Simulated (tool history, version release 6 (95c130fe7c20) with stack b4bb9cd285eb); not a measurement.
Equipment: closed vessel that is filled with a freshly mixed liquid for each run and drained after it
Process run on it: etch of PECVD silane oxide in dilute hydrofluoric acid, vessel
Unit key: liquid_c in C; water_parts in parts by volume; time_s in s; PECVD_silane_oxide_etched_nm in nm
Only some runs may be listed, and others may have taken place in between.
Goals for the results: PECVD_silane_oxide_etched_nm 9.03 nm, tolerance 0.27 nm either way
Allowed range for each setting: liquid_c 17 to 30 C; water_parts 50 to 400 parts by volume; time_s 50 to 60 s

Run 1, hour 0: liquid_c 22 C, water_parts 225 parts by volume, time_s 60 s. Result: PECVD_silane_oxide_etched_nm 5.5033 nm.
Run 2, hour 3.5: liquid_c 25 C, water_parts 225 parts by volume, time_s 60 s. Result: PECVD_silane_oxide_etched_nm 6.2014 nm.
Run 3, hour 6.3: liquid_c 25.5 C, water_parts 220 parts by volume, time_s 60 s. Result: PECVD_silane_oxide_etched_nm 6.4079 nm.
Run 4, hour 14.7: liquid_c 26 C, water_parts 215 parts by volume, time_s 60 s. Result: PECVD_silane_oxide_etched_nm 6.7175 nm.
Run 5, hour 17.5: liquid_c 26.5 C, water_parts 210 parts by volume, time_s 60 s. Result: PECVD_silane_oxide_etched_nm 6.9875 nm.
Run 6, hour 25.1: liquid_c 23 C, water_parts 210 parts by volume, time_s 60 s. Result: PECVD_silane_oxide_etched_nm 6.2278 nm.
Run 7, hour 30.7: liquid_c 23.5 C, water_parts 205 parts by volume, time_s 60 s. Result: PECVD_silane_oxide_etched_nm 6.6389 nm.
Run 8, hour 39.4: liquid_c 24 C, water_parts 205 parts by volume, time_s 60 s. Result: PECVD_silane_oxide_etched_nm 6.6052 nm.
Run 9, hour 46.2: liquid_c 24.5 C, water_parts 200 parts by volume, time_s 60 s. Result: PECVD_silane_oxide_etched_nm 7.0349 nm.
Run 10, hour 47.3: liquid_c 25 C, water_parts 200 parts by volume, time_s 60 s. Result: PECVD_silane_oxide_etched_nm 7.1127 nm.
Run 11, hour 48.7: liquid_c 25.5 C, water_parts 200 parts by volume, time_s 60 s. Result: PECVD_silane_oxide_etched_nm 7.2107 nm.
Run 12, hour 53.1: liquid_c 26 C, water_parts 200 parts by volume, time_s 60 s. Result: PECVD_silane_oxide_etched_nm 7.4405 nm.
Run 13, hour 59: liquid_c 26.5 C, water_parts 200 parts by volume, time_s 60 s. Result: PECVD_silane_oxide_etched_nm 7.4358 nm.
Run 14, hour 63.1: liquid_c 27 C, water_parts 200 parts by volume, time_s 60 s. Result: PECVD_silane_oxide_etched_nm 7.6996 nm.
Run 15, hour 64.2: liquid_c 27 C, water_parts 200 parts by volume, time_s 60 s. Result: PECVD_silane_oxide_etched_nm 7.7896 nm.
Run 16, hour 65.9: liquid_c 27.5 C, water_parts 200 parts by volume, time_s 60 s. Result: PECVD_silane_oxide_etched_nm 7.8463 nm.
Run 17, hour 66.6: liquid_c 29 C, water_parts 195 parts by volume, time_s 60 s. Result: PECVD_silane_oxide_etched_nm 8.3421 nm.

Next run, 5 choices. One meets every target within its allowed miss, the rest don't. Which?
Run A, hour 67.3: liquid_c 28.5 C, water_parts 185 parts by volume, time_s 55 s. Result: PECVD_silane_oxide_etched_nm ?.
Run B, hour 67.3: liquid_c 30 C, water_parts 185 parts by volume, time_s 55 s. Result: PECVD_silane_oxide_etched_nm ?.
Run C, hour 67.3: liquid_c 29.5 C, water_parts 175 parts by volume, time_s 50 s. Result: PECVD_silane_oxide_etched_nm ?.
Run D, hour 67.3: liquid_c 29.5 C, water_parts 190 parts by volume, time_s 60 s. Result: PECVD_silane_oxide_etched_nm ?.
Run E, hour 67.3: liquid_c 29.5 C, water_parts 180 parts by volume, time_s 50 s. Result: PECVD_silane_oxide_etched_nm ?.

move  PECVD_silane_oxide_etched_nm
   A                        8.2076
   B                        8.6533
   C                         8.274
   D                        8.9763
   E                        7.9941
A: its largest miss is bigger than the last run's
B: better than the last run, though not everything is in spec
C: its largest miss is bigger than the last run's
D: each result inside its tolerance
E: its largest miss is bigger than the last run's
D is the move that brings every result within its allowed miss.
